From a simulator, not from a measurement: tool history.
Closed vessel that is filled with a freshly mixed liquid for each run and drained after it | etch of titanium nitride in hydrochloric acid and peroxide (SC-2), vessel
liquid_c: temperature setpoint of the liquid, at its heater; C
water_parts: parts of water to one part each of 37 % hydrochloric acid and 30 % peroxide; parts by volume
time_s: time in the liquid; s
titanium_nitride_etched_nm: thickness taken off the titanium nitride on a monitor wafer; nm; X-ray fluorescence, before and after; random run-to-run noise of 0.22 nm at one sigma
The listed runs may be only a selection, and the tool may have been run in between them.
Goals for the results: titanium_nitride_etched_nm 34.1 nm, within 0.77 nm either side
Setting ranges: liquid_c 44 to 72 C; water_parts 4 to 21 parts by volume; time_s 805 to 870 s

run,hour,liquid_c,water_parts,time_s,titanium_nitride_etched_nm
1,0,60,11.5,805,39.123
2,8.1,55.5,11.5,805,29.308
3,14.7,56,11.5,805,30.685
4,18.5,57,11.5,805,32.396
5,25.2,57,14,805,27.246
6,28.8,54,14,805,22.41
7,33.5,55,14,805,24.063
8,37.5,55.5,14,805,24.813
9,41,61.5,14,805,35.999
10,46.8,61.5,14,805,36.102
# hour 52.8: chemicals flow meter replaced
11,52.8,61,14,805,37.958
12,61,60,14,805,35.403

Exercise: of the 4 proposed moves below, exactly one satisfies all targets within the stated allowed misses. Which move is it?
A,69.2,61.5,17,870,?
B,69.2,59.5,15,810,?
C,69.2,61,16,860,?
D,69.2,61.5,16.5,815,?

move,titanium_nitride_etched_nm
A,36.151
B,33.194
C,36.564
D,34.781
A: its largest miss is bigger than the last run's
B: pushes the last run's worst result past its target
C: its largest miss is bigger than the last run's
D: meets every target
Correct choice: D, which meets every target

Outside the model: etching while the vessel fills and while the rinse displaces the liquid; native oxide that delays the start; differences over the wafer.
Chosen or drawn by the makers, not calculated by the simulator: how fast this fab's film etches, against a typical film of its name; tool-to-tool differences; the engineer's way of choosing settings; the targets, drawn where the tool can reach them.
